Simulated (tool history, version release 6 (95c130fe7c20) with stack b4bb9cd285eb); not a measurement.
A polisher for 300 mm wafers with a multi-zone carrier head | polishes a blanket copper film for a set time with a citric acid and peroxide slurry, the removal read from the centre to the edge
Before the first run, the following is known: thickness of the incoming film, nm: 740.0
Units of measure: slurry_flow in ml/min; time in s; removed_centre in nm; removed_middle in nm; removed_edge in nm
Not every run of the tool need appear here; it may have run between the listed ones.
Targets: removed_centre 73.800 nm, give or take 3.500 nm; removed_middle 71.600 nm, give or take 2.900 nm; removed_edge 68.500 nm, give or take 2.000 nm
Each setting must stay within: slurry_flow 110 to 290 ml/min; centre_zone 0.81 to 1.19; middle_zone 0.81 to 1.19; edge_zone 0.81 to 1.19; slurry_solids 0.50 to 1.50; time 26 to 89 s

run 1 hour=0.0 | slurry_flow=185 centre_zone=1.00 middle_zone=1.00 edge_zone=1.00 slurry_solids=1.00 time=57 | removed_centre=108.150 removed_middle=109.850 removed_edge=111.160
run 2 hour=8.2 | slurry_flow=185 centre_zone=1.00 middle_zone=1.04 edge_zone=1.00 slurry_solids=1.00 time=57 | removed_centre=108.340 removed_middle=112.080 removed_edge=112.750
run 3 hour=15.6 | slurry_flow=180 centre_zone=1.01 middle_zone=1.01 edge_zone=0.95 slurry_solids=0.85 time=51 | removed_centre=94.039 removed_middle=95.149 removed_edge=94.172
run 4 hour=16.5 | slurry_flow=180 centre_zone=1.01 middle_zone=1.01 edge_zone=0.92 slurry_solids=0.85 time=51 | removed_centre=91.726 removed_middle=92.802 removed_edge=93.132
run 5 hour=18.5 | slurry_flow=180 centre_zone=1.01 middle_zone=1.01 edge_zone=0.92 slurry_solids=0.65 time=51 | removed_centre=86.775 removed_middle=89.150 removed_edge=87.436
run 6 hour=20.9 | slurry_flow=180 centre_zone=1.01 middle_zone=1.01 edge_zone=1.00 slurry_solids=0.65 time=51 | removed_centre=89.353 removed_middle=88.974 removed_edge=91.075
run 7 hour=27.2 | slurry_flow=180 centre_zone=1.03 middle_zone=1.01 edge_zone=0.95 slurry_solids=0.60 time=48 | removed_centre=81.667 removed_middle=82.892 removed_edge=82.744
run 8 hour=29.4 | slurry_flow=175 centre_zone=1.06 middle_zone=1.01 edge_zone=0.91 slurry_solids=0.55 time=46 | removed_centre=80.010 removed_middle=76.275 removed_edge=75.691
run 9 hour=37.2 | slurry_flow=165 centre_zone=1.06 middle_zone=1.01 edge_zone=0.88 slurry_solids=0.55 time=46 | removed_centre=79.861 removed_middle=76.786 removed_edge=74.711
run 10 hour=39.8 | slurry_flow=160 centre_zone=1.06 middle_zone=1.01 edge_zone=0.86 slurry_solids=0.55 time=45 | removed_centre=77.948 removed_middle=72.442 removed_edge=73.865
run 11 hour=43.9 | slurry_flow=165 centre_zone=1.06 middle_zone=1.02 edge_zone=0.85 slurry_solids=0.55 time=44 | removed_centre=75.415 removed_middle=72.730 removed_edge=71.967
run 12 hour=46.2 | slurry_flow=165 centre_zone=1.07 middle_zone=1.03 edge_zone=0.84 slurry_solids=0.55 time=44 | removed_centre=79.018 removed_middle=74.634 removed_edge=70.729

Pick the move, out of 5, that brings all results within their allowed miss; only one does.
run A hour=48.5 | slurry_flow=115 centre_zone=1.15 middle_zone=1.00 edge_zone=0.88 slurry_solids=0.50 time=47 | removed_centre=? removed_middle=? removed_edge=?
run B hour=48.5 | slurry_flow=185 centre_zone=1.10 middle_zone=1.07 edge_zone=0.86 slurry_solids=0.60 time=44 | removed_centre=? removed_middle=? removed_edge=?
run C hour=48.5 | slurry_flow=115 centre_zone=1.13 middle_zone=0.97 edge_zone=0.81 slurry_solids=0.55 time=46 | removed_centre=? removed_middle=? removed_edge=?
run D hour=48.5 | slurry_flow=150 centre_zone=1.05 middle_zone=1.01 edge_zone=0.84 slurry_solids=0.50 time=44 | removed_centre=? removed_middle=? removed_edge=?
run E hour=48.5 | slurry_flow=190 centre_zone=1.02 middle_zone=1.14 edge_zone=0.81 slurry_solids=0.50 time=44 | removed_centre=? removed_middle=? removed_edge=?

move=A removed_centre=83.627 removed_middle=72.424 removed_edge=72.495
move=B removed_centre=83.178 removed_middle=78.972 removed_edge=73.024
move=C removed_centre=82.102 removed_middle=70.648 removed_edge=70.628
move=D removed_centre=74.165 removed_middle=70.681 removed_edge=68.467
move=E removed_centre=74.332 removed_middle=80.186 removed_edge=68.942
A: further off than the last run
B: further off than the last run
C: further off than the last run
D: hits every target within its allowed miss
E: puts the biggest miss on target and leaves a different result outside tolerance
Answer: D
